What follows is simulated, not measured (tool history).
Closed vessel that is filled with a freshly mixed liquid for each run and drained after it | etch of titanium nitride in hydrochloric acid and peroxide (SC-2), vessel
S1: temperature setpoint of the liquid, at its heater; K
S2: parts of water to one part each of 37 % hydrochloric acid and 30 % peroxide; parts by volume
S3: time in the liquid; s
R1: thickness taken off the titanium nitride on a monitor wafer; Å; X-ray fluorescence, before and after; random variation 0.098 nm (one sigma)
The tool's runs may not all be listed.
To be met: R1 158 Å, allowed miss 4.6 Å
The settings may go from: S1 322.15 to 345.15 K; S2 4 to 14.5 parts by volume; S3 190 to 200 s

run	hour	S1	S2	S3	R1
1	0	338.15	8	190	135.31
2	8.4	338.15	8	190	135.55
3	10.2	338.65	8	190	138.89
4	18.5	338.65	8	190	137.87
5	24.7	338.65	8	190	138.32
6	26.1	339.15	8	190	144.51
7	30.6	339.65	8	190	147.71
8	35.5	340.15	8	190	153.11

4 next moves are on the table. One of them brings every result within its allowed miss. Which?
A	40.4	338.65	8	200	?
B	40.4	337.65	6.5	195	?
C	40.4	339.65	9	200	?
D	40.4	340.65	9.5	200	?

move	R1
A	147.65
B	159.36
C	142.61
D	144.87
A: further off than the last run
B: meets every target
C: further off than the last run
D: further off than the last run
Answer: B
